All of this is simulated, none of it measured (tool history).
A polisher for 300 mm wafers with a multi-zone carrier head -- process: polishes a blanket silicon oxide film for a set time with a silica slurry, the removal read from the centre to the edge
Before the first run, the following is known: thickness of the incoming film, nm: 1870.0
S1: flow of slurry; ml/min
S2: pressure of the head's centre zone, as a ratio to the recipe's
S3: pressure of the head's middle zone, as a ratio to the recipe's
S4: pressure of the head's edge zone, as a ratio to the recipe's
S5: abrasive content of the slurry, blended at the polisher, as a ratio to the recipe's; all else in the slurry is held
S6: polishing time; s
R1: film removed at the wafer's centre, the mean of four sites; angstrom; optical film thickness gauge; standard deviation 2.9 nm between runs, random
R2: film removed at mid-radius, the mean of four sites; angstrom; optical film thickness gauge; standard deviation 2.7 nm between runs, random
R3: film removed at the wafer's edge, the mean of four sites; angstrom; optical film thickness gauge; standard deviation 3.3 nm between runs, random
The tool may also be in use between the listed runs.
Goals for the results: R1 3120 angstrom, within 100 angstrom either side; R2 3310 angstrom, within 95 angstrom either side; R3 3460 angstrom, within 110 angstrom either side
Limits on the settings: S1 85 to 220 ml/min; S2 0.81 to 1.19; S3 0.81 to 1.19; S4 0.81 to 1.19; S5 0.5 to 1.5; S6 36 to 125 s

run,hour,S1,S2,S3,S4,S5,S6,R1,R2,R3
1,0,140,1,1,1,1,80,2211.4,2207.4,2156.5
2,3.8,165,1,1,1,1,80,2266.5,2309.2,2211.3
3,5,190,1,1,1,1,80,2300.1,2378.4,2311.3
4,9.5,195,1,1,1.02,1.05,81,2433.7,2480.6,2400.1
5,13.1,195,1,1,0.94,1.05,81,2370.7,2454.2,2224.9
6,15.1,195,0.99,1,0.97,1.1,82,2445.3,2480.8,2318.9
7,19.3,200,0.98,1.01,1,1.15,84,2489.1,2648.1,2508.4
# hour 25.1: worn pad replaced by a new one
8,25.1,200,0.99,1.02,1.03,1.2,85,2925.2,3033.3,2896.6
9,28.5,200,0.99,1.02,1.05,1.2,85,2926.9,3027,2893.7
10,36.3,200,0.99,1.02,1.07,1.2,85,2935.6,3046.3,2942.9
11,42.2,200,0.95,0.99,1.17,1.4,86,2997.2,3124.6,3259.3
12,44.3,205,0.94,0.99,1.18,1.45,86,3065.7,3193.6,3313.9

Which one of the following 4 next-run settings gets every result inside its allowed miss? There is exactly one.
A,46.4,195,0.94,0.99,1.18,1.4,92,?,?,?
B,46.4,220,0.91,1.06,1.15,1.4,91,?,?,?
C,46.4,165,0.98,1.04,1.17,1.5,85,?,?,?
D,46.4,200,0.82,1.1,1.19,1.5,89,?,?,?

move,R1,R2,R3
A,3183.1,3354.7,3517.8
B,3130.6,3544.1,3475
C,3005.4,3183.1,3232.2
D,2839.9,3584.5,3493
A: hits every target within its allowed miss
B: the worst result of the last run now meets its target, but another is out of spec
C: further off than the last run
D: the worst result of the last run now meets its target, but another is out of spec
So the answer is move A, the one that meets all the targets.
